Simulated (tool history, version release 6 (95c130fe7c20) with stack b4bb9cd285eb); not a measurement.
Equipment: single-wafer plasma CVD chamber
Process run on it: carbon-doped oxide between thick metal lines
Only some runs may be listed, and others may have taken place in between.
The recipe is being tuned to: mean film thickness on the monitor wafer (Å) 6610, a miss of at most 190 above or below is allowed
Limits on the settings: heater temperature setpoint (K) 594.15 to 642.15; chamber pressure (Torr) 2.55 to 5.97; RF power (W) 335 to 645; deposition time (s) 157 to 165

run  hour  heater temperature setpoint (K)  chamber pressure (Torr)  RF power (W)  deposition time (s)  mean film thickness on the monitor wafer (Å)
  1     0                           618.15                     4.26           490                  165                                        7828.4
  2   4.6                           613.15                     4.26           490                  165                                        7953.4
  3   9.3                           613.15                     4.74           490                  165                                        8103.9
  4  15.4                           614.15                     4.59           470                  164                                        7668.5
  5  18.4                           614.15                     4.59           445                  164                                        7220.4
  6  26.1                           614.15                     4.59           445                  165                                        7270.5
  7  28.3                           615.15                     4.51           440                  165                                        7102.2
  8  29.3                           621.15                     3.92           415                  164                                        6349.3
  9  33.8                           621.15                     3.92           415                  164                                        6352.4
 10  42.3                           620.15                     3.97           415                  164                                        6344.9
 11  47.8                           619.15                     4.02           415                  164                                          6413
 12  53.7                           619.15                     4.06           415                  164                                          6436

Of the 4 settings listed for the next run, only one would bring every result within its allowed miss of target. Which one?
  A  59.6                           623.15                     3.91           430                  157                                             ?
  B  59.6                           625.15                     4.63           425                  165                                             ?
  C  59.6                           626.15                     3.88           405                  165                                             ?
  D  59.6                           619.15                     4.53           410                  157                                             ?

move  mean film thickness on the monitor wafer (Å)
   A                                          6317
   B                                        6697.6
   C                                        6108.1
   D                                        6174.2
A: moves away from the targets compared with the last run
B: hits every target within its allowed miss
C: moves away from the targets compared with the last run
D: moves away from the targets compared with the last run
The move that meets every target is B.
